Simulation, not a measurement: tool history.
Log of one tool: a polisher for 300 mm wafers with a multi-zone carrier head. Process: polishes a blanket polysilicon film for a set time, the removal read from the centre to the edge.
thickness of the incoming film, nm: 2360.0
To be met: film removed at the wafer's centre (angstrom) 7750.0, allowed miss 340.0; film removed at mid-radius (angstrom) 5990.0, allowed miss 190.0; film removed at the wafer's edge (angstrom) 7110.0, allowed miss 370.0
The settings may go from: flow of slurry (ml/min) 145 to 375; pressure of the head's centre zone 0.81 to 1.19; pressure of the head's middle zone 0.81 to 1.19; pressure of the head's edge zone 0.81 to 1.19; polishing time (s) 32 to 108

run  hour  flow of slurry (ml/min)  pressure of the head's centre zone  pressure of the head's middle zone  pressure of the head's edge zone  polishing time (s)  film removed at the wafer's centre (angstrom)  film removed at mid-radius (angstrom)  film removed at the wafer's edge (angstrom)
  1   0.0                      240                                1.00                                1.00                              1.00                  70                                         5411.2                                 5308.5                                       5356.0
  2   3.0                      245                                1.04                                0.97                              1.04                  74                                         5991.5                                 5342.2                                       5817.7
  3   6.8                      305                                1.04                                0.97                              1.04                  74                                         6238.5                                 5500.2                                       5937.5
  4  15.5                      305                                1.07                                0.97                              1.07                  76                                         6378.4                                 5647.6                                       6231.9
  5  24.1                      305                                1.01                                0.97                              1.07                  76                                         6148.0                                 5645.9                                       6197.2
  6  26.4                      305                                0.96                                0.97                              1.07                  76                                         5757.1                                 5807.4                                       6198.2
  7  28.8                      310                                1.02                                0.97                              1.09                  78                                         6412.1                                 5854.5                                       6364.2
  8  37.4                      315                                1.05                                0.96                              1.10                  80                                         6686.0                                 5905.2                                       6530.1
  9  45.6                      320                                1.07                                0.95                              1.11                  82                                         6912.6                                 6050.6                                       6773.1
     49.0  -- worn pad replaced by a new one
 10  49.0                      325                                1.10                                0.94                              1.12                  83                                         7572.2                                 6369.6                                       7353.4
 11  51.8                      325                                1.11                                0.93                              1.10                  82                                         7724.0                                 6331.1                                       7316.4
 12  59.0                      325                                1.11                                0.93                              1.10                  82                                         7535.6                                 6287.8                                       7217.0
 13  60.1                      320                                1.13                                0.92                              1.10                  81                                         7472.1                                 6234.0                                       6945.8
 14  63.3                      320                                1.13                                0.92                              1.10                  81                                         7546.9                                 6198.2                                       6950.1

Which of these 5 next moves meets every target?
  A  66.5                      355                                1.19                                0.95                              0.84                  84                                              ?                                      ?                                            ?
  B  66.5                      365                                1.19                                0.89                              0.91                  88                                              ?                                      ?                                            ?
  C  66.5                      285                                1.18                                0.92                              1.14                  80                                              ?                                      ?                                            ?
  D  66.5                      320                                1.15                                0.95                              1.12                  82                                              ?                                      ?                                            ?
  E  66.5                      350                                1.06                                1.02                              1.08                  81                                              ?                                      ?                                            ?

move  film removed at the wafer's centre (angstrom)  film removed at mid-radius (angstrom)  film removed at the wafer's edge (angstrom)
   A                                         8274.9                                 6598.0                                       6409.8
   B                                         8687.9                                 6654.8                                       6979.2
   C                                         7651.0                                 6034.0                                       6958.1
   D                                         7772.5                                 6381.4                                       7126.5
   E                                         7241.9                                 6647.7                                       6948.2
A: further off than the last run
B: further off than the last run
C: meets every target
D: further off than the last run
E: further off than the last run
Answer: C
